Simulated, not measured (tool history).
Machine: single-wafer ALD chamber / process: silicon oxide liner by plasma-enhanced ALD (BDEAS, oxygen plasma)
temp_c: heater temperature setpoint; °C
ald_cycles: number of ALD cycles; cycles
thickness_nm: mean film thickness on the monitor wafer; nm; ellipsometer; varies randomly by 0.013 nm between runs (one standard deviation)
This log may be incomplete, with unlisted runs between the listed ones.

{"run": 1, "hour": 0.0, "temp_c": 315, "ald_cycles": 59, "thickness_nm": 5.2736}
{"run": 2, "hour": 1.5, "temp_c": 316, "ald_cycles": 54, "thickness_nm": 4.86}
{"run": 3, "hour": 10.1, "temp_c": 327, "ald_cycles": 54, "thickness_nm": 4.7824}
{"run": 4, "hour": 15.7, "temp_c": 327, "ald_cycles": 57, "thickness_nm": 5.0243}
{"run": 5, "hour": 21.5, "temp_c": 328, "ald_cycles": 52, "thickness_nm": 4.6001}
{"run": 6, "hour": 23.5, "temp_c": 328, "ald_cycles": 55, "thickness_nm": 4.8656}

Run 7 has not been measured yet. What should we expect?
{"run": 7, "hour": 30.0, "temp_c": 328, "ald_cycles": 51, "thickness_nm": "?"}

thickness_nm: 4.5083 nm

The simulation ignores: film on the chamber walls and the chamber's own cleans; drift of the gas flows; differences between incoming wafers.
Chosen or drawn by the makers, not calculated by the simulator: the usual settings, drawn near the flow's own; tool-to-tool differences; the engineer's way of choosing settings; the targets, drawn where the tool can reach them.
